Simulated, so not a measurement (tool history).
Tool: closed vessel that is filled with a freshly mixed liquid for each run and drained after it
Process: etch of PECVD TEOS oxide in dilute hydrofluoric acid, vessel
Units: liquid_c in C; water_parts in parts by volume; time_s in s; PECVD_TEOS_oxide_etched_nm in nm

{"run": 1, "hour": 0.0, "liquid_c": 23, "water_parts": 165, "time_s": 540, "PECVD_TEOS_oxide_etched_nm": 64.631}
{"run": 2, "hour": 5.9, "liquid_c": 23, "water_parts": 125, "time_s": 540, "PECVD_TEOS_oxide_etched_nm": 89.185}
{"run": 3, "hour": 7.9, "liquid_c": 23, "water_parts": 125, "time_s": 540, "PECVD_TEOS_oxide_etched_nm": 90.907}
{"run": 4, "hour": 9.5, "liquid_c": 26, "water_parts": 125, "time_s": 540, "PECVD_TEOS_oxide_etched_nm": 100.4}
{"run": 5, "hour": 12.4, "liquid_c": 26, "water_parts": 175, "time_s": 540, "PECVD_TEOS_oxide_etched_nm": 68.326}
{"run": 6, "hour": 17.5, "liquid_c": 24, "water_parts": 175, "time_s": 540, "PECVD_TEOS_oxide_etched_nm": 62.891}
{"run": 7, "hour": 18.8, "liquid_c": 23, "water_parts": 175, "time_s": 540, "PECVD_TEOS_oxide_etched_nm": 60.484}

The next listed run, before its measurement:
{"run": 8, "hour": 19.8, "liquid_c": 22, "water_parts": 175, "time_s": 540, "PECVD_TEOS_oxide_etched_nm": "?"}

{"run 8": {"PECVD_TEOS_oxide_etched_nm": 57.778}}
